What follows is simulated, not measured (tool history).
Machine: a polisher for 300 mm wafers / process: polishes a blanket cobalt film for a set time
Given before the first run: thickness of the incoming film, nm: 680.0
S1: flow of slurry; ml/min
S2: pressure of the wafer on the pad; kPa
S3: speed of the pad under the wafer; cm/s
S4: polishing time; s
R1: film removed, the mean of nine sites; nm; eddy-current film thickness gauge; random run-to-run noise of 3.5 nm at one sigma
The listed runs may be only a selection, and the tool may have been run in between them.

run 1 hour=0 | S1=295 S2=14.5 S3=114 S4=57 | R1=410.89
run 2 hour=7.4 | S1=295 S2=14.5 S3=114 S4=60 | R1=427.27
run 3 hour=12.6 | S1=295 S2=14.5 S3=114 S4=57 | R1=414.05
run 4 hour=21.1 | S1=295 S2=14.5 S3=128 S4=57 | R1=458.85
run 5 hour=26.6 | S1=295 S2=16.5 S3=128 S4=57 | R1=510.94
run 6 hour=28.9 | S1=355 S2=16.5 S3=128 S4=57 | R1=517.11

Run 7 is up next; what results do you expect?
run 7 hour=33.9 | S1=355 S2=14.5 S3=128 S4=57 | R1=?

R1: 462.03 nm

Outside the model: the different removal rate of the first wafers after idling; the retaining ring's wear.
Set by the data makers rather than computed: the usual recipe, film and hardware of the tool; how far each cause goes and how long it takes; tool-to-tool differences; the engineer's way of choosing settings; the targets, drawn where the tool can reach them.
